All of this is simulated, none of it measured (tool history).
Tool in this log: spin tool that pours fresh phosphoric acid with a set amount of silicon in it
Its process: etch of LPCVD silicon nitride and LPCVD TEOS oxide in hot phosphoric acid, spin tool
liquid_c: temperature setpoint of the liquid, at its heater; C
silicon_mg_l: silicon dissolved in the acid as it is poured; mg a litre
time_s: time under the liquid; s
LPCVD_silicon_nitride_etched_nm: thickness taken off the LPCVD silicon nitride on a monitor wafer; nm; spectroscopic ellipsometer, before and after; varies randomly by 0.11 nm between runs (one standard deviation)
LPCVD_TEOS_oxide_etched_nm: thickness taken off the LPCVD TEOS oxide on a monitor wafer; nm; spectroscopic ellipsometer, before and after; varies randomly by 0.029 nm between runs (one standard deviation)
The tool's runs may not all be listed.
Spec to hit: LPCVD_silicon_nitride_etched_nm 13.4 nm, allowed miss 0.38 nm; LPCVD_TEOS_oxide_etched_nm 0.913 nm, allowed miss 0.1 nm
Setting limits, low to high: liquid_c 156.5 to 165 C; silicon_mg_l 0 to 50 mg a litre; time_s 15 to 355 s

run  hour  liquid_c  silicon_mg_l  time_s  LPCVD_silicon_nitride_etched_nm  LPCVD_TEOS_oxide_etched_nm
  1     0       160            24     180                           16.038                     0.67592
  2   4.3       160            22     180                           16.433                      0.7044
  3  10.2       160            20     175                           15.612                     0.74739
  4  18.3       160          18.5     175                           15.965                     0.75117
  5  23.8       160            25     175                           15.554                     0.58823
  6  28.9       160            23     170                           15.357                     0.62208
  7  29.8       160            21     170                           15.264                     0.63542
  8    32       160          18.5     170                           15.459                     0.71455
  9  40.7       158           3.5     145                           12.152                     0.72244
 10  42.8       159           3.5     145                           12.687                     0.75546
 11    51       159             3     145                           12.709                      0.8389
 12    52     159.5             4     145                           12.911                     0.83268

4 candidate next runs follow, results not yet known. Just one meets every target within its allowed miss. Identify it.
  A    53     160.5            12     130                                ?                           ?
  B    53       162           4.5     140                                ?                           ?
  C    53       159             0     140                                ?                           ?
  D    53     161.5             5     130                                ?                           ?

move  LPCVD_silicon_nitride_etched_nm  LPCVD_TEOS_oxide_etched_nm
   A                           11.871                     0.71115
   B                           13.441                      1.0045
   C                           12.156                     0.87643
   D                           12.275                     0.89022
A: the biggest miss grows against the last run
B: every result within its allowed miss
C: the biggest miss grows against the last run
D: the biggest miss grows against the last run
The right move is B.
